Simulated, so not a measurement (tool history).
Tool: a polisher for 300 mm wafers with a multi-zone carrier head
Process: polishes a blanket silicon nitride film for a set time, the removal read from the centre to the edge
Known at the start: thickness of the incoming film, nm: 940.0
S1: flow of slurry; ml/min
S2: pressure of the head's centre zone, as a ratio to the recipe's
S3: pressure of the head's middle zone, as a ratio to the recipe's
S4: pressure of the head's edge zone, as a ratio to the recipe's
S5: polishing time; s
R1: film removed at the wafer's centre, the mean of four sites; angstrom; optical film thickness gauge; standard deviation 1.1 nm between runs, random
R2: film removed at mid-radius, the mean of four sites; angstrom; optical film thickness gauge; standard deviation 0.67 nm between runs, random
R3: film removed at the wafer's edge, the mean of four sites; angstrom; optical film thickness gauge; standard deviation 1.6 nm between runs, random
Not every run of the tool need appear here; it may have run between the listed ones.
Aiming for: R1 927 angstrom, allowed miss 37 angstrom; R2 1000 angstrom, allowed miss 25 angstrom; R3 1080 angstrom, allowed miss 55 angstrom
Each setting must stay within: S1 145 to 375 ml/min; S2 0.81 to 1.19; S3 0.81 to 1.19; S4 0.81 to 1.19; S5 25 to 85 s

run	hour	S1	S2	S3	S4	S5	R1	R2	R3
1	0	240	1	1	1	55	1523	1488.4	1474.7
2	4.9	240	1	1	1.04	55	1515.2	1502.4	1552.4
3	8	240	1.06	1	1.04	55	1599.4	1518.4	1483.6
4	16.5	230	1.01	1	1.02	51	1442.5	1393.5	1375.1
5	20.6	235	0.97	1	1.03	47	1261.9	1275.6	1324.7
6	25.9	235	0.97	0.94	1.03	47	1278.2	1203.6	1304.4
7	31.1	230	0.94	0.95	1.01	45	1163	1167.3	1252.4
8	35.1	220	0.91	0.93	0.98	44	1091.3	1123.2	1181.2
9	39.9	215	0.89	0.91	0.97	44	1063.9	1103.1	1174.9
10	41.6	185	0.81	0.85	0.89	41	889.07	943.85	1061.4
11	42.6	195	0.81	0.86	0.89	41	872.84	964.76	1050.5
12	48.1	200	0.82	0.86	0.9	41	908.19	968.14	1079.6

Which one of the following 4 next-run settings gets every result inside its allowed miss? There is exactly one.
A	53.6	185	0.82	0.82	0.93	48	?	?	?
B	53.6	290	0.93	0.96	0.93	40	?	?	?
C	53.6	145	0.83	0.89	0.86	44	?	?	?
D	53.6	235	0.81	0.85	0.98	45	?	?	?

move	R1	R2	R3
A	1053.4	1072.8	1246.5
B	1062.4	1077.4	1081.7
C	932.32	1008.1	1077.1
D	1012.3	1070.8	1220.3
A: takes the biggest miss from the last run beyond its target
B: takes the biggest miss from the last run beyond its target
C: each result inside its tolerance
D: takes the biggest miss from the last run beyond its target
So the answer is move C, the one that meets all the targets.
